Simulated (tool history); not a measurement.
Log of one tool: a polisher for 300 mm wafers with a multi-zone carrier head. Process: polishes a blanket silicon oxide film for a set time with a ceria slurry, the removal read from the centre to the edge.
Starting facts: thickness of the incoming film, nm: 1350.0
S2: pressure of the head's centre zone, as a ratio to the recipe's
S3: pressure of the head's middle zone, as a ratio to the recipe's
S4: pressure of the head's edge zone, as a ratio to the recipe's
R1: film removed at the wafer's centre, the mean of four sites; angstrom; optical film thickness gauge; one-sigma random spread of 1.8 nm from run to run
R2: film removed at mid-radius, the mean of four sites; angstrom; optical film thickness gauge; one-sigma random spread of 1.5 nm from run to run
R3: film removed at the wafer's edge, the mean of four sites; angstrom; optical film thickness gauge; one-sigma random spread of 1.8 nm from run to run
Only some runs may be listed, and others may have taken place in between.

Run 1, hour 0: flow of slurry (ml/min) 255, S2 1, S3 1, S4 1, polishing time (s) 42. Result: R1 2558.7 angstrom, R2 2678 angstrom, R3 2660.2 angstrom.
Run 2, hour 2.9: flow of slurry (ml/min) 245, S2 1, S3 0.95, S4 0.96, polishing time (s) 41. Result: R1 2525.3 angstrom, R2 2508.7 angstrom, R3 2521 angstrom.
Run 3, hour 11.1: flow of slurry (ml/min) 305, S2 1, S3 0.95, S4 0.96, polishing time (s) 41. Result: R1 2584.1 angstrom, R2 2507.3 angstrom, R3 2530.8 angstrom.
Run 4, hour 12: flow of slurry (ml/min) 305, S2 0.99, S3 0.92, S4 0.94, polishing time (s) 40. Result: R1 2482.5 angstrom, R2 2396.9 angstrom, R3 2453.9 angstrom.
Run 5, hour 17.2: flow of slurry (ml/min) 305, S2 0.99, S3 0.89, S4 0.92, polishing time (s) 39. Result: R1 2397.5 angstrom, R2 2285.4 angstrom, R3 2357.2 angstrom.
Run 6, hour 20: flow of slurry (ml/min) 305, S2 1, S3 0.87, S4 0.91, polishing time (s) 39. Result: R1 2414.5 angstrom, R2 2248.1 angstrom, R3 2325.5 angstrom.

The next listed run, before its measurement:
Run 7, hour 22.7: flow of slurry (ml/min) 300, S2 1, S3 0.85, S4 0.91, polishing time (s) 39. Result: R1 ?, R2 ?, R3 ?.

Run 7 yielded R1 2441.5 angstrom, R2 2185 angstrom, R3 2388.1 angstrom.

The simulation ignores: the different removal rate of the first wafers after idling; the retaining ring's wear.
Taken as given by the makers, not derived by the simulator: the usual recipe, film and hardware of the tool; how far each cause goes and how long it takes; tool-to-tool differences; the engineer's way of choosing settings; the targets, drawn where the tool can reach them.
